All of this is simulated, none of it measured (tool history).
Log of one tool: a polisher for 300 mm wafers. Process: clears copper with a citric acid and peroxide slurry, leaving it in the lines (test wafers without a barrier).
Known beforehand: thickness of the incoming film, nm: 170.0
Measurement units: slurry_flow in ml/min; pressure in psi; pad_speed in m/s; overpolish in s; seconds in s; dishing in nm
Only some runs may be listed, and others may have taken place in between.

run	day	slurry_flow	pressure	pad_speed	slurry_solids	overpolish	seconds	dishing
1	0	265	2.1	0.84	1	13	153.68	12.501
2	0.196	200	2.1	0.84	1	13	157.18	12.059
3	0.367	200	2.2	0.86	1	14	146.84	13.662
4	0.688	200	1.8	0.86	1	14	174.74	11.377
5	0.983	200	2	0.88	1	15	158.46	13.389
6	1.2	200	2	0.72	1	15	192.53	11.543

Estimate the outcome of run 7 from the log above:
7	1.425	210	2.6	0.96	1.05	21	?	?

Run 7 gave seconds 109.72 s, dishing 25.361 nm.

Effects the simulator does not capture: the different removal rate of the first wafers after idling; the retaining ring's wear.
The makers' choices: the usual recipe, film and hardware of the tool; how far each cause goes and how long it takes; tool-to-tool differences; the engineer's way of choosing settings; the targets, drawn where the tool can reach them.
